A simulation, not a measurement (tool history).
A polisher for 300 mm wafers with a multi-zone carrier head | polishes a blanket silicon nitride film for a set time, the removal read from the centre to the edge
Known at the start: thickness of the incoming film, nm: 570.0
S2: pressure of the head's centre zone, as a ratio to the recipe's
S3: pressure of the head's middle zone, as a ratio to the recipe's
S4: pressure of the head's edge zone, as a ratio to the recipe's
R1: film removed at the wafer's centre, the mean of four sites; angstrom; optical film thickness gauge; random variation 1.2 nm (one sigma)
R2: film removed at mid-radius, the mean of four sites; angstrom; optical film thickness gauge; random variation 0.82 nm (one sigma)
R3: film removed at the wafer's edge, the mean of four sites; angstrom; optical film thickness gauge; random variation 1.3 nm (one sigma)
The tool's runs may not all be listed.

Run 1, day 0: flow of slurry (ml/min) 125, S2 1, S3 1, S4 1, polishing time (s) 70. Result: R1 1619.2 angstrom, R2 1614.5 angstrom, R3 1612.5 angstrom.
Run 2, day 0.125: flow of slurry (ml/min) 125, S2 1, S3 1, S4 1, polishing time (s) 86. Result: R1 1954.1 angstrom, R2 1974.6 angstrom, R3 1963.3 angstrom.
Run 3, day 0.425: flow of slurry (ml/min) 125, S2 1, S3 0.92, S4 1, polishing time (s) 86. Result: R1 1938.5 angstrom, R2 1847.6 angstrom, R3 1974.5 angstrom.
Run 4, day 0.633: flow of slurry (ml/min) 125, S2 1, S3 0.92, S4 1, polishing time (s) 92. Result: R1 2084.9 angstrom, R2 1971.7 angstrom, R3 2124 angstrom.
Run 5, day 0.688: flow of slurry (ml/min) 115, S2 1, S3 0.9, S4 0.96, polishing time (s) 76. Result: R1 1695.2 angstrom, R2 1556.7 angstrom, R3 1729.1 angstrom.
Run 6, day 0.917: flow of slurry (ml/min) 115, S2 1.07, S3 0.9, S4 0.96, polishing time (s) 76. Result: R1 1795.5 angstrom, R2 1570.1 angstrom, R3 1689.5 angstrom.
Run 7, day 1.167: flow of slurry (ml/min) 115, S2 1.07, S3 0.9, S4 0.96, polishing time (s) 76. Result: R1 1810.4 angstrom, R2 1564.2 angstrom, R3 1685.1 angstrom.
Run 8, day 1.254: flow of slurry (ml/min) 110, S2 1.06, S3 0.9, S4 0.95, polishing time (s) 63. Result: R1 1469.8 angstrom, R2 1289.8 angstrom, R3 1367.4 angstrom.
Run 9, day 1.567: flow of slurry (ml/min) 85, S2 1.01, S3 0.82, S4 0.9, polishing time (s) 44. Result: R1 900.23 angstrom, R2 769.1 angstrom, R3 928.24 angstrom.
Run 10, day 1.775: flow of slurry (ml/min) 95, S2 1.01, S3 0.83, S4 0.89, polishing time (s) 44. Result: R1 920.73 angstrom, R2 824.63 angstrom, R3 925.14 angstrom.
Run 11, day 2.079: flow of slurry (ml/min) 100, S2 1.02, S3 0.83, S4 0.89, polishing time (s) 44. Result: R1 965.51 angstrom, R2 837.31 angstrom, R3 934.07 angstrom.
Run 12, day 2.25: flow of slurry (ml/min) 100, S2 1.02, S3 0.83, S4 0.89, polishing time (s) 44. Result: R1 950.19 angstrom, R2 821.65 angstrom, R3 925.66 angstrom.

Forecast run 13:
Run 13, day 2.375: flow of slurry (ml/min) 105, S2 1.02, S3 0.83, S4 0.9, polishing time (s) 44. Result: R1 ?, R2 ?, R3 ?.

Run 13 gave R1 966.44 angstrom, R2 828.36 angstrom, R3 960.9 angstrom.

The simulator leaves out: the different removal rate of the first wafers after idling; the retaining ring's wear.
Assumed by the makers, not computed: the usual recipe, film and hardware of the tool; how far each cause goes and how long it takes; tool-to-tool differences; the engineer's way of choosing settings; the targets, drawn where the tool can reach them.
